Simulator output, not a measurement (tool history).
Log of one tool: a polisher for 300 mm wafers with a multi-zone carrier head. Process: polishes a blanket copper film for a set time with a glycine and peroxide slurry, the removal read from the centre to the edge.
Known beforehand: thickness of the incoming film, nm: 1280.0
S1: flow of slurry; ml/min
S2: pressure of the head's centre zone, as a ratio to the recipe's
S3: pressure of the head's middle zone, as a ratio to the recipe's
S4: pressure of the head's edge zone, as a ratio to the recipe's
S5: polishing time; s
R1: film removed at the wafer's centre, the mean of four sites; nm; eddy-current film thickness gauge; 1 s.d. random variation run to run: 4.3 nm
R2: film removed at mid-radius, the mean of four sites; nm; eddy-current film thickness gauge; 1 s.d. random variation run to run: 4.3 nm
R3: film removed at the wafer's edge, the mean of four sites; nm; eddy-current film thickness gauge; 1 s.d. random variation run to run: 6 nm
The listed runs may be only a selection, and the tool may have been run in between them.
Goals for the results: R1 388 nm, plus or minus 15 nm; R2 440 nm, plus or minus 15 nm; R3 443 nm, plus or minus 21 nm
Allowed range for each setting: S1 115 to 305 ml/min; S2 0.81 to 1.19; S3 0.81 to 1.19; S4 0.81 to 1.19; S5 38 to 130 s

run	hour	S1	S2	S3	S4	S5	R1	R2	R3
1	0	195	1	1	1	84	286.33	286.59	296.5
2	8.8	200	0.99	1.02	1.03	89	299.63	314.98	314.58
3	12.2	230	0.99	1.02	1.03	89	317.23	324.99	322.32
4	20.5	230	0.99	0.94	1.03	89	315.82	299.82	324.59
5	24	225	0.98	0.96	1.05	94	328.79	322.19	342.96
6	29.5	225	0.98	0.96	1.11	94	326.09	320.54	354.76
7	36.7	225	0.97	0.98	1.12	98	340.25	339.67	367.03
8	42.1	225	0.96	1	1.13	101	346.32	357.06	385.95
# hour 44.6: slurry nozzle cleaned
9	44.6	225	0.96	1	1.13	101	376.44	394.01	420.48
10	52.6	235	0.95	1	1.12	101	376.59	398.79	412.1
11	61.3	240	0.94	1	1.13	101	374.76	393.06	418.02
12	66.9	245	0.93	1.01	1.12	100	371.36	391.55	408.23
13	73.3	245	0.93	1.01	1.12	100	369.2	393.32	402.66
14	81.6	250	0.91	1.01	1.13	100	361.97	390.46	404.32
15	89.2	250	0.91	1.01	1.13	100	364.68	393.87	415.64

Exercise: of the 5 proposed moves below, exactly one satisfies all targets within the stated allowed misses. Which move is it?
A	96.8	225	0.97	0.83	1.19	102	?	?	?
B	96.8	255	0.98	0.87	1.19	103	?	?	?
C	96.8	250	0.91	1.04	1.19	89	?	?	?
D	96.8	250	0.92	1.08	1.19	105	?	?	?
E	96.8	285	0.95	0.99	1.19	100	?	?	?

move	R1	R2	R3
A	390.33	340.56	430.07
B	405.55	363.22	439.34
C	324.72	363.71	378.08
D	387.45	443.09	445.81
E	387.24	397.77	429.92
A: misses by more than the last run did
B: misses by more than the last run did
C: misses by more than the last run did
D: in spec on every target
E: closes in on the targets versus the last run, not all within tolerance yet
D is the move that brings every result within its allowed miss.

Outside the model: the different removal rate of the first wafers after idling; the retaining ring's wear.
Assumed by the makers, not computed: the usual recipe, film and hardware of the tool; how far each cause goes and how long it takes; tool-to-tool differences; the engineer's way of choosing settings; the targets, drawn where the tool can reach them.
